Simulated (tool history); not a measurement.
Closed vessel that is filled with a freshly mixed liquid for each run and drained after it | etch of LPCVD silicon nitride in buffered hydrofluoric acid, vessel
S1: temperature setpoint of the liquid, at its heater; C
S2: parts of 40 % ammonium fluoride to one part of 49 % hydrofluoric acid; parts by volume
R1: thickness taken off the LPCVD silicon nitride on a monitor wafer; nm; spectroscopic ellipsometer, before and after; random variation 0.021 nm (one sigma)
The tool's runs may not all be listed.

{"run": 1, "hour": 0.0, "S1": 20, "S2": 11.5, "time in the liquid (s)": 435, "R1": 4.6479}
{"run": 2, "hour": 5.1, "S1": 20, "S2": 11.5, "time in the liquid (s)": 245, "R1": 2.5811}
{"run": 3, "hour": 9.5, "S1": 21, "S2": 11.5, "time in the liquid (s)": 245, "R1": 2.7697}
{"run": 4, "hour": 13.6, "S1": 21, "S2": 11.5, "time in the liquid (s)": 435, "R1": 4.8834}
{"run": 5, "hour": 15.2, "S1": 21, "S2": 8.5, "time in the liquid (s)": 435, "R1": 6.3756}
{"run": 6, "hour": 20.5, "S1": 20, "S2": 9, "time in the liquid (s)": 435, "R1": 5.5835}
{"run": 7, "hour": 29.1, "S1": 19.5, "S2": 9.5, "time in the liquid (s)": 435, "R1": 5.3604}
{"run": 8, "hour": 34.6, "S1": 19, "S2": 10, "time in the liquid (s)": 435, "R1": 5.0648}
{"run": 9, "hour": 39.8, "S1": 19, "S2": 10.5, "time in the liquid (s)": 435, "R1": 4.7985}
{"run": 10, "hour": 48.5, "S1": 19, "S2": 11, "time in the liquid (s)": 435, "R1": 4.6257}
{"run": 11, "hour": 54.2, "S1": 19, "S2": 11.5, "time in the liquid (s)": 435, "R1": 4.3711}

Forecast run 12:
{"run": 12, "hour": 61.5, "S1": 19, "S2": 12, "time in the liquid (s)": 435, "R1": "?"}

Run 12 yielded R1 4.1488 nm.
